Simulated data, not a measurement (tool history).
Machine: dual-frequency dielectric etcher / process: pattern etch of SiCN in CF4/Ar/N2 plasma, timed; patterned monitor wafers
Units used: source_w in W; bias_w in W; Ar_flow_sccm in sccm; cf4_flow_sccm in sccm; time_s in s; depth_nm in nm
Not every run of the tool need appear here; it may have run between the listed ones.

Run 1, hour 0: source_w 490 W, bias_w 59 W, Ar_flow_sccm 102 sccm, cf4_flow_sccm 48 sccm, time_s 137.5 s. Result: depth_nm 108.19 nm.
Run 2, hour 5.2: source_w 510 W, bias_w 59 W, Ar_flow_sccm 102 sccm, cf4_flow_sccm 48 sccm, time_s 137.5 s. Result: depth_nm 112.16 nm.
Run 3, hour 6: source_w 470 W, bias_w 59 W, Ar_flow_sccm 102 sccm, cf4_flow_sccm 48 sccm, time_s 137.5 s. Result: depth_nm 104.72 nm.
Run 4, hour 12: source_w 410 W, bias_w 59 W, Ar_flow_sccm 102 sccm, cf4_flow_sccm 48 sccm, time_s 137.5 s. Result: depth_nm 94.419 nm.
Run 5, hour 12.9: source_w 450 W, bias_w 59 W, Ar_flow_sccm 102 sccm, cf4_flow_sccm 48 sccm, time_s 137.5 s. Result: depth_nm 101.61 nm.
At hour 19.5: bias power generator calibrated.
Run 6, hour 19.5: source_w 480 W, bias_w 59 W, Ar_flow_sccm 102 sccm, cf4_flow_sccm 48 sccm, time_s 137.5 s. Result: depth_nm 107.87 nm.
Run 7, hour 22.2: source_w 500 W, bias_w 59 W, Ar_flow_sccm 102 sccm, cf4_flow_sccm 48 sccm, time_s 137.5 s. Result: depth_nm 110.82 nm.
Run 8, hour 23.2: source_w 510 W, bias_w 59 W, Ar_flow_sccm 102 sccm, cf4_flow_sccm 48 sccm, time_s 137.5 s. Result: depth_nm 112.47 nm.

Predict the results of run 9:
Run 9, hour 25.5: source_w 520 W, bias_w 59 W, Ar_flow_sccm 102 sccm, cf4_flow_sccm 48 sccm, time_s 137.5 s. Result: depth_nm ?.

{"run 9": {"depth_nm": 114.95}}
